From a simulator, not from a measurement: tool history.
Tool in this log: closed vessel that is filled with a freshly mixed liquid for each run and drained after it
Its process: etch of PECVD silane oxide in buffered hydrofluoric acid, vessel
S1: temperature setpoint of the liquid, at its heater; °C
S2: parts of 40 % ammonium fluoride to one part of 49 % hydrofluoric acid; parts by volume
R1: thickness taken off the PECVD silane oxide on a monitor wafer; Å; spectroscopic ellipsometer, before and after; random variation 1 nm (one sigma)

Run 1, hour 0: S1 22 °C, S2 7 parts by volume, time in the liquid (s) 85. Result: R1 3142.1 Å.
Run 2, hour 6.8: S1 21.5 °C, S2 7 parts by volume, time in the liquid (s) 85. Result: R1 3011.3 Å.
Run 3, hour 10.8: S1 21.5 °C, S2 9 parts by volume, time in the liquid (s) 85. Result: R1 2311.5 Å.
Run 4, hour 13.2: S1 21 °C, S2 9 parts by volume, time in the liquid (s) 85. Result: R1 2258.3 Å.
Run 5, hour 19.3: S1 20.5 °C, S2 9 parts by volume, time in the liquid (s) 85. Result: R1 2187.9 Å.
Run 6, hour 20.9: S1 20.5 °C, S2 9 parts by volume, time in the liquid (s) 95. Result: R1 2436.5 Å.
Run 7, hour 28.6: S1 20 °C, S2 9 parts by volume, time in the liquid (s) 95. Result: R1 2376.4 Å.

Estimate the outcome of run 8 from the log above:
Run 8, hour 33: S1 19.5 °C, S2 9 parts by volume, time in the liquid (s) 95. Result: R1 ?.

Run 8 measured R1 2316.9 Å.
